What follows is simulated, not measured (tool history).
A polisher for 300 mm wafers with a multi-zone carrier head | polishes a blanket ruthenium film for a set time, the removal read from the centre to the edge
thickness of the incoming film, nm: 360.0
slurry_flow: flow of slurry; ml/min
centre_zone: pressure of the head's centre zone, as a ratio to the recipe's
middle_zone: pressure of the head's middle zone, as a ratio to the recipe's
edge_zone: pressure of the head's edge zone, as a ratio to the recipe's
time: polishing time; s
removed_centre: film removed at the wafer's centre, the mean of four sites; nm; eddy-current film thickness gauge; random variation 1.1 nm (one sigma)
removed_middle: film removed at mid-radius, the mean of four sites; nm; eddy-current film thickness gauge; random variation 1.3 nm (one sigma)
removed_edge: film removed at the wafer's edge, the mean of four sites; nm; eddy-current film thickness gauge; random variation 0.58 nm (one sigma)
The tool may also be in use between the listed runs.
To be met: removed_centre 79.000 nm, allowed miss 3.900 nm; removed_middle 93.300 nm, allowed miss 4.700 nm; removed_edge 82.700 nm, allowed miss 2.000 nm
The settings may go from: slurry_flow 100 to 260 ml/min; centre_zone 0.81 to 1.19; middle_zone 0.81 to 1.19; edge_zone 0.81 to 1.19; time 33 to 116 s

{"run": 1, "day": 0.0, "slurry_flow": 165, "centre_zone": 1.0, "middle_zone": 1.0, "edge_zone": 1.0, "time": 74, "removed_centre": 110.06, "removed_middle": 115.95, "removed_edge": 110.64}
{"run": 2, "day": 0.138, "slurry_flow": 165, "centre_zone": 1.0, "middle_zone": 1.0, "edge_zone": 1.0, "time": 89, "removed_centre": 133.51, "removed_middle": 137.09, "removed_edge": 131.82}
{"run": 3, "day": 0.179, "slurry_flow": 165, "centre_zone": 1.0, "middle_zone": 0.95, "edge_zone": 1.0, "time": 89, "removed_centre": 134.98, "removed_middle": 132.22, "removed_edge": 134.56}
{"run": 4, "day": 0.346, "slurry_flow": 165, "centre_zone": 1.0, "middle_zone": 0.95, "edge_zone": 1.09, "time": 89, "removed_centre": 128.19, "removed_middle": 133.3, "removed_edge": 140.11}
{"run": 5, "day": 0.538, "slurry_flow": 160, "centre_zone": 0.99, "middle_zone": 0.96, "edge_zone": 1.07, "time": 85, "removed_centre": 124.15, "removed_middle": 127.26, "removed_edge": 129.97}
{"run": 6, "day": 0.592, "slurry_flow": 160, "centre_zone": 0.99, "middle_zone": 1.0, "edge_zone": 1.07, "time": 85, "removed_centre": 124.94, "removed_middle": 129.53, "removed_edge": 132.52}
{"run": 7, "day": 0.658, "slurry_flow": 160, "centre_zone": 0.97, "middle_zone": 1.0, "edge_zone": 1.05, "time": 81, "removed_centre": 117.82, "removed_middle": 123.62, "removed_edge": 125.04}
{"run": 8, "day": 0.688, "slurry_flow": 160, "centre_zone": 0.97, "middle_zone": 1.0, "edge_zone": 1.05, "time": 81, "removed_centre": 116.12, "removed_middle": 127.63, "removed_edge": 124.58}
{"run": 9, "day": 0.875, "slurry_flow": 155, "centre_zone": 0.96, "middle_zone": 1.0, "edge_zone": 1.03, "time": 78, "removed_centre": 111.3, "removed_middle": 117.5, "removed_edge": 116.53}
{"run": 10, "day": 1.167, "slurry_flow": 155, "centre_zone": 0.95, "middle_zone": 1.01, "edge_zone": 1.02, "time": 75, "removed_centre": 105.07, "removed_middle": 114.9, "removed_edge": 113.56}
{"run": 11, "day": 1.4, "slurry_flow": 155, "centre_zone": 0.94, "middle_zone": 1.02, "edge_zone": 1.0, "time": 73, "removed_centre": 100.65, "removed_middle": 112.12, "removed_edge": 108.22}
{"run": 12, "day": 1.538, "slurry_flow": 155, "centre_zone": 0.93, "middle_zone": 1.02, "edge_zone": 0.98, "time": 71, "removed_centre": 93.648, "removed_middle": 108.3, "removed_edge": 105.82}
{"run": 13, "day": 1.862, "slurry_flow": 135, "centre_zone": 1.03, "middle_zone": 1.12, "edge_zone": 0.88, "time": 53, "removed_centre": 74.75, "removed_middle": 86.148, "removed_edge": 72.37}
{"run": 14, "day": 1.988, "slurry_flow": 140, "centre_zone": 1.02, "middle_zone": 1.12, "edge_zone": 0.89, "time": 53, "removed_centre": 78.444, "removed_middle": 87.575, "removed_edge": 73.709}
{"run": 15, "day": 2.171, "slurry_flow": 145, "centre_zone": 1.01, "middle_zone": 1.12, "edge_zone": 0.9, "time": 53, "removed_centre": 75.033, "removed_middle": 87.212, "removed_edge": 74.821}
{"run": 16, "day": 2.246, "slurry_flow": 145, "centre_zone": 1.01, "middle_zone": 1.12, "edge_zone": 0.9, "time": 53, "removed_centre": 76.161, "removed_middle": 87.323, "removed_edge": 74.516}
{"run": 17, "day": 2.508, "slurry_flow": 150, "centre_zone": 1.0, "middle_zone": 1.12, "edge_zone": 0.91, "time": 53, "removed_centre": 75.726, "removed_middle": 85.578, "removed_edge": 75.622}
{"run": 18, "day": 2.721, "slurry_flow": 150, "centre_zone": 1.0, "middle_zone": 1.12, "edge_zone": 0.91, "time": 54, "removed_centre": 78.03, "removed_middle": 91.591, "removed_edge": 77.375}
{"run": 19, "day": 3.079, "slurry_flow": 155, "centre_zone": 1.0, "middle_zone": 1.12, "edge_zone": 0.91, "time": 54, "removed_centre": 79.274, "removed_middle": 90.386, "removed_edge": 77.121}

4 next moves are on the table. One of them brings every result within its allowed miss. Which?
{"run": "A", "day": 3.438, "slurry_flow": 145, "centre_zone": 0.93, "middle_zone": 1.07, "edge_zone": 0.9, "time": 59, "removed_centre": "?", "removed_middle": "?", "removed_edge": "?"}
{"run": "B", "day": 3.438, "slurry_flow": 260, "centre_zone": 1.13, "middle_zone": 1.19, "edge_zone": 0.93, "time": 45, "removed_centre": "?", "removed_middle": "?", "removed_edge": "?"}
{"run": "C", "day": 3.438, "slurry_flow": 110, "centre_zone": 0.89, "middle_zone": 1.01, "edge_zone": 1.03, "time": 60, "removed_centre": "?", "removed_middle": "?", "removed_edge": "?"}
{"run": "D", "day": 3.438, "slurry_flow": 145, "centre_zone": 1.06, "middle_zone": 1.19, "edge_zone": 0.81, "time": 53, "removed_centre": "?", "removed_middle": "?", "removed_edge": "?"}

move=A removed_centre=79.943 removed_middle=92.909 removed_edge=82.069
move=B removed_centre=82.508 removed_middle=85.184 removed_edge=67.970
move=C removed_centre=71.569 removed_middle=83.693 removed_edge=84.673
move=D removed_centre=82.003 removed_middle=91.394 removed_edge=70.215
A: meets every target
B: further off than the last run
C: brings the result that was furthest off to its target, and leaves another outside
D: further off than the last run
Answer: A

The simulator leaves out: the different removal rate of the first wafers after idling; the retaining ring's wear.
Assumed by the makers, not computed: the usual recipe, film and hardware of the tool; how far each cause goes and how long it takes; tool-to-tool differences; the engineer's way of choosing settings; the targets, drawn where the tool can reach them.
